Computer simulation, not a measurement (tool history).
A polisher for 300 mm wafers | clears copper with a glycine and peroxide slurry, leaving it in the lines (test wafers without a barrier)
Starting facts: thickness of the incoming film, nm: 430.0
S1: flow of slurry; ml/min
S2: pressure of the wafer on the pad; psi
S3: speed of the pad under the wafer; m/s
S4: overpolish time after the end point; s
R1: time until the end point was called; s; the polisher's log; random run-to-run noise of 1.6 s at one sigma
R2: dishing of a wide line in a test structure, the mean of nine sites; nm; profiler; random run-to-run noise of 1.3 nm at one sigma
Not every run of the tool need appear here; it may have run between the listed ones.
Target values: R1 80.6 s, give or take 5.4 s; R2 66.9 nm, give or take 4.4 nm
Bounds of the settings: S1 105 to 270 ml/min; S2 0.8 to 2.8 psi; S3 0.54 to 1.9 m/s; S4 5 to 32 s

run  hour   S1   S2    S3  S4      R1      R2
  1     0  175  1.8  1.22  16  113.81  44.099
  2   8.7  175  1.8     1  16  133.17  40.242
  3  10.9  175  1.8  0.74  16   157.3  33.686
  4  17.2  175  1.9   0.8  16  147.38   36.47
  5  21.1  205  1.9   0.8  16  144.59  37.548
  6  29.3  205    2  0.86  16  130.26  39.984
  7  32.6  205  2.1   0.9  16  117.12  41.279
  8  39.4  205  2.2  0.92  17  117.73  48.118
  9  46.3  205  2.3  0.96  17  111.67   50.88

5 next moves are on the table. One of them brings every result within its allowed miss. Which?
  A  53.2  190  1.9   0.8  20   ?   ?
  B  53.2  220  2.6  1.32  10   ?   ?
  C  53.2  240  2.7  1.38  14   ?   ?
  D  53.2  235  2.8  1.16  17   ?   ?
  E  53.2  190  2.1  0.86  14   ?   ?

move      R1      R2
   A  146.44  44.572
   B   78.67  41.864
   C  72.794   59.89
   D  80.881   64.83
   E  129.77  36.161
A: its largest miss is bigger than the last run's
B: gets the furthest-off result to its target, but another result is out of tolerance
C: takes the biggest miss from the last run beyond its target
D: all results in spec
E: its largest miss is bigger than the last run's
D meets every target.
